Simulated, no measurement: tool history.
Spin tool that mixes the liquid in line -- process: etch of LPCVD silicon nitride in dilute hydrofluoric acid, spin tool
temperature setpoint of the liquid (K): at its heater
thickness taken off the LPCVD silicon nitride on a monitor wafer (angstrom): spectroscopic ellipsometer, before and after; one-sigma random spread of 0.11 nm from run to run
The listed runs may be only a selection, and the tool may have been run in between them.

run	hour	temperature setpoint of the liquid (K)	parts of water to one part of 49 % hydrofluoric acid (parts by volume)	time under the liquid (s)	thickness taken off the LPCVD silicon nitride on a monitor wafer (angstrom)
1	0	294.15	50	320	27.348
2	3	295.65	50	320	30.907
3	3.8	294.15	50	320	27.143
4	6.6	294.15	50	320	27.719
5	11.1	295.15	50	320	30.697
6	19.8	295.65	50	320	30.542
7	20.6	296.15	50	320	32.108
8	26.8	296.65	50	320	31.825
9	35.4	300.65	35	325	62.634

Forecast run 10:
10	42.4	299.65	35	325	?

Run 10 came out at thickness taken off the LPCVD silicon nitride on a monitor wafer (angstrom) 57.613.
